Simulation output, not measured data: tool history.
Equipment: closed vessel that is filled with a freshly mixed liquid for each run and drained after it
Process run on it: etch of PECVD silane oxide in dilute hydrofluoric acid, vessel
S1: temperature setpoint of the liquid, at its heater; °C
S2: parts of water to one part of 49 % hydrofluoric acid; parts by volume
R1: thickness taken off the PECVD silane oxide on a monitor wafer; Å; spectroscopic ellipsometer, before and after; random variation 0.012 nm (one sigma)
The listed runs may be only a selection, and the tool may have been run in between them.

{"run": 1, "hour": 0.0, "S1": 24.0, "S2": 155, "time in the liquid (s)": 35, "R1": 72.492}
{"run": 2, "hour": 6.2, "S1": 22.5, "S2": 165, "time in the liquid (s)": 35, "R1": 63.373}
{"run": 3, "hour": 6.8, "S1": 20.0, "S2": 165, "time in the liquid (s)": 35, "R1": 57.68}
{"run": 4, "hour": 12.1, "S1": 18.5, "S2": 165, "time in the liquid (s)": 35, "R1": 54.389}
{"run": 5, "hour": 15.7, "S1": 18.0, "S2": 175, "time in the liquid (s)": 35, "R1": 49.921}
{"run": 6, "hour": 22.0, "S1": 18.0, "S2": 185, "time in the liquid (s)": 35, "R1": 46.41}

Estimate the outcome of run 7 from the log above:
{"run": 7, "hour": 30.6, "S1": 18.0, "S2": 190, "time in the liquid (s)": 35, "R1": "?"}

Logged for run 7: R1 45.354 Å.

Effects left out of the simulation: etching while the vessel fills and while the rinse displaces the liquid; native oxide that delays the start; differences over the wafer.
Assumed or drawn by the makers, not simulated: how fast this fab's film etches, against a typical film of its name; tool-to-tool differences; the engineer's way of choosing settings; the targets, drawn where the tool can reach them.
